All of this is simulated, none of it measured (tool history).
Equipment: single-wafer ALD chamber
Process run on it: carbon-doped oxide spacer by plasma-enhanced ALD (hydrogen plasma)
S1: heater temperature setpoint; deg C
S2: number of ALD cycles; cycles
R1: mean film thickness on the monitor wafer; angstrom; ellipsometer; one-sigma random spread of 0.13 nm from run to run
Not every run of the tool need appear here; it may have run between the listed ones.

Run 1, hour 0: S1 380 deg C, S2 544 cycles. Result: R1 277.64 angstrom.
Run 2, hour 3.8: S1 380 deg C, S2 618 cycles. Result: R1 311.98 angstrom.
Run 3, hour 11.4: S1 380 deg C, S2 677 cycles. Result: R1 344.95 angstrom.
Run 4, hour 17.5: S1 380 deg C, S2 638 cycles. Result: R1 326.36 angstrom.
Run 5, hour 20.5: S1 380 deg C, S2 595 cycles. Result: R1 304.52 angstrom.
Run 6, hour 22.5: S1 380 deg C, S2 640 cycles. Result: R1 324.5 angstrom.
Run 7, hour 29.4: S1 380 deg C, S2 603 cycles. Result: R1 304.48 angstrom.
Run 8, hour 36: S1 380 deg C, S2 577 cycles. Result: R1 290.58 angstrom.
Run 9, hour 44.9: S1 380 deg C, S2 558 cycles. Result: R1 284.81 angstrom.
Run 10, hour 47.3: S1 380 deg C, S2 540 cycles. Result: R1 275.19 angstrom.

What does the tool deliver on the next run?
Run 11, hour 49: S1 380 deg C, S2 528 cycles. Result: R1 ?.

{"run 11": {"R1": 268.26}}

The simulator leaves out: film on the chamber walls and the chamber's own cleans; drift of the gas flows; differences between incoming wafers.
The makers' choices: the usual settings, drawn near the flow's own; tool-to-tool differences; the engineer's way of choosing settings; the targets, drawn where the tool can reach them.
